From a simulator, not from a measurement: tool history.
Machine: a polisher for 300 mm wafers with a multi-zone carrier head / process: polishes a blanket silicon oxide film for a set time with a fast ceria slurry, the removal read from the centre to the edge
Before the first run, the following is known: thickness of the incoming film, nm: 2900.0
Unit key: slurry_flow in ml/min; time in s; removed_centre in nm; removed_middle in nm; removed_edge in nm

{"run": 1, "hour": 0.0, "slurry_flow": 140, "centre_zone": 1, "middle_zone": 1, "edge_zone": 1, "time": 67, "removed_centre": 915.56, "removed_middle": 928.65, "removed_edge": 937.97}
{"run": 2, "hour": 3.8, "slurry_flow": 155, "centre_zone": 1.02, "middle_zone": 1.04, "edge_zone": 1.06, "time": 72, "removed_centre": 1049.5, "removed_middle": 1031.8, "removed_edge": 1037.2}
{"run": 3, "hour": 10.7, "slurry_flow": 165, "centre_zone": 1, "middle_zone": 1.07, "edge_zone": 1.09, "time": 77, "removed_centre": 1127.2, "removed_middle": 1148.9, "removed_edge": 1134.5}
{"run": 4, "hour": 18.9, "slurry_flow": 170, "centre_zone": 0.99, "middle_zone": 1.09, "edge_zone": 1.11, "time": 80, "removed_centre": 1148.3, "removed_middle": 1236.3, "removed_edge": 1185.6}
{"run": 5, "hour": 23.7, "slurry_flow": 170, "centre_zone": 0.99, "middle_zone": 1.09, "edge_zone": 1.11, "time": 87, "removed_centre": 1246.5, "removed_middle": 1315.2, "removed_edge": 1296.5}
{"run": 6, "hour": 28.0, "slurry_flow": 200, "centre_zone": 0.99, "middle_zone": 1.09, "edge_zone": 1.11, "time": 87, "removed_centre": 1266.5, "removed_middle": 1354.1, "removed_edge": 1296.7}
{"run": 7, "hour": 31.0, "slurry_flow": 195, "centre_zone": 1, "middle_zone": 1.1, "edge_zone": 1.13, "time": 88, "removed_centre": 1303.9, "removed_middle": 1389.1, "removed_edge": 1324.1}

The next listed run, before its measurement:
{"run": 8, "hour": 39.9, "slurry_flow": 195, "centre_zone": 1, "middle_zone": 1.1, "edge_zone": 1.13, "time": 88, "removed_centre": "?", "removed_middle": "?", "removed_edge": "?"}

Run 8 measured removed_centre 1308.1 nm, removed_middle 1376.5 nm, removed_edge 1345.9 nm.

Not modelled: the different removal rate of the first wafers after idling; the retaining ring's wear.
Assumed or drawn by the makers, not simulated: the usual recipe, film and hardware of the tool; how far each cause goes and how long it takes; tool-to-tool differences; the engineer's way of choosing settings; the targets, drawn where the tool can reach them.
